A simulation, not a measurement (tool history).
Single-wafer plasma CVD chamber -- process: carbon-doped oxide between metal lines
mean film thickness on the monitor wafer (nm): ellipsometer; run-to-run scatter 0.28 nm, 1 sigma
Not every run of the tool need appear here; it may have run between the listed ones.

run,hour,heater temperature setpoint (K),chamber pressure (Pa),RF power (W),deposition time (s),mean film thickness on the monitor wafer (nm)
1,0,623.15,564,625,13.1,74.192
2,0.8,624.15,545,595,13,70.858
3,7.4,624.15,545,525,13,64.215
4,9.8,625.15,528,515,13,62.46
5,16.6,627.15,512,510,13,61.479
6,23.1,627.15,548,510,13,61.507
7,26.7,629.15,545,510,13,61.314
8,33.1,635.15,440,455,12.9,52.009
9,37.1,633.15,444,455,12.9,52.049

What does the tool deliver on the next run?
10,42.6,626.15,557,510,13,?

mean film thickness on the monitor wafer (nm): 62.082

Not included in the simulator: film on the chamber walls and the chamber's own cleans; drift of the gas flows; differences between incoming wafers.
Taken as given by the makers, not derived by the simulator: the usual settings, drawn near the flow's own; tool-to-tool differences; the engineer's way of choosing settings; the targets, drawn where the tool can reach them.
